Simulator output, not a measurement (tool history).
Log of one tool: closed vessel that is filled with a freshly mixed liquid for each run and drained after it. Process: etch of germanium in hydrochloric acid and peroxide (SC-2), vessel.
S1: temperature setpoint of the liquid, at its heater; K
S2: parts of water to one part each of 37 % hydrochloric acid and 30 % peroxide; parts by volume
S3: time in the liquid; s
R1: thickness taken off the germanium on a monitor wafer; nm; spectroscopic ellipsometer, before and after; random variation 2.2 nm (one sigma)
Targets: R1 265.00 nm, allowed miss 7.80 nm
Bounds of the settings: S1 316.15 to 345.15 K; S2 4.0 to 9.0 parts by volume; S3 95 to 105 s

run	day	S1	S2	S3	R1
1	0.000	332.15	5.0	95	356.80
2	0.354	332.15	4.5	95	359.60
3	0.662	331.15	4.5	95	346.85
4	0.712	330.15	4.5	95	340.59
5	0.888	329.15	4.5	95	329.57
6	1.154	328.15	4.5	95	317.39
7	1.433	327.65	4.5	95	310.00
8	1.546	327.15	4.5	95	308.17
9	1.879	326.65	4.5	95	306.78
10	2.079	326.15	4.5	95	299.62
11	2.196	325.65	4.5	95	291.50
12	2.292	325.15	4.5	95	287.95
13	2.367	324.65	4.5	95	282.48
14	2.504	323.65	4.5	95	277.81

Which of these 4 next moves meets every target?
A	2.642	326.15	5.0	95	?
B	2.642	323.15	5.5	105	?
C	2.642	321.15	4.0	105	?
D	2.642	319.65	4.0	105	?

move	R1
A	301.85
B	302.39
C	285.08
D	271.33
A: further off than the last run
B: further off than the last run
C: further off than the last run
D: meets every target
Move D is the one to make.
